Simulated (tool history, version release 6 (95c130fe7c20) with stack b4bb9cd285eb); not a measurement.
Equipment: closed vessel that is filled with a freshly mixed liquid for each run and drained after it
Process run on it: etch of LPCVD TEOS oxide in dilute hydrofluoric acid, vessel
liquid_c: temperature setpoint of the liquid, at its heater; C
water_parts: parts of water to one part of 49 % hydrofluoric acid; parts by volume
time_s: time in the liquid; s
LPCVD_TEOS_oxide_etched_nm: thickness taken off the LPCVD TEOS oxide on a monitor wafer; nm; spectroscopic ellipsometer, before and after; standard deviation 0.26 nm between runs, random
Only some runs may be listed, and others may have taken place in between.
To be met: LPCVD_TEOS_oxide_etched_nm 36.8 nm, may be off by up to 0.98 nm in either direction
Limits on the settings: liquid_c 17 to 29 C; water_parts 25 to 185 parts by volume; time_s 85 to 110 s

Run 1, day 0: liquid_c 21 C, water_parts 105 parts by volume, time_s 110 s. Result: LPCVD_TEOS_oxide_etched_nm 27.545 nm.
Run 2, day 0.088: liquid_c 18 C, water_parts 105 parts by volume, time_s 110 s. Result: LPCVD_TEOS_oxide_etched_nm 24.627 nm.
Run 3, day 0.333: liquid_c 20 C, water_parts 105 parts by volume, time_s 110 s. Result: LPCVD_TEOS_oxide_etched_nm 26.573 nm.
Run 4, day 0.654: liquid_c 22 C, water_parts 105 parts by volume, time_s 110 s. Result: LPCVD_TEOS_oxide_etched_nm 28.982 nm.
Run 5, day 0.912: liquid_c 23 C, water_parts 105 parts by volume, time_s 110 s. Result: LPCVD_TEOS_oxide_etched_nm 30.409 nm.
Run 6, day 1.196: liquid_c 26 C, water_parts 105 parts by volume, time_s 110 s. Result: LPCVD_TEOS_oxide_etched_nm 33.596 nm.
Run 7, day 1.429: liquid_c 26.5 C, water_parts 105 parts by volume, time_s 110 s. Result: LPCVD_TEOS_oxide_etched_nm 34.803 nm.
Run 8, day 1.721: liquid_c 27 C, water_parts 105 parts by volume, time_s 110 s. Result: LPCVD_TEOS_oxide_etched_nm 35.321 nm.

5 candidate next runs follow, results not yet known. Just one meets every target within its allowed miss. Identify it.
Run A, day 2.012: liquid_c 27 C, water_parts 105 parts by volume, time_s 105 s. Result: LPCVD_TEOS_oxide_etched_nm ?.
Run B, day 2.012: liquid_c 25.5 C, water_parts 85 parts by volume, time_s 90 s. Result: LPCVD_TEOS_oxide_etched_nm ?.
Run C, day 2.012: liquid_c 29 C, water_parts 105 parts by volume, time_s 105 s. Result: LPCVD_TEOS_oxide_etched_nm ?.
Run D, day 2.012: liquid_c 25.5 C, water_parts 100 parts by volume, time_s 105 s. Result: LPCVD_TEOS_oxide_etched_nm ?.
Run E, day 2.012: liquid_c 28 C, water_parts 105 parts by volume, time_s 100 s. Result: LPCVD_TEOS_oxide_etched_nm ?.

move  LPCVD_TEOS_oxide_etched_nm
   A                      33.492
   B                      34.333
   C                      36.139
   D                      33.396
   E                      33.139
A: lands further from the targets than the last run did
B: lands further from the targets than the last run did
C: meets every target
D: lands further from the targets than the last run did
E: lands further from the targets than the last run did
The move that meets every target is C.
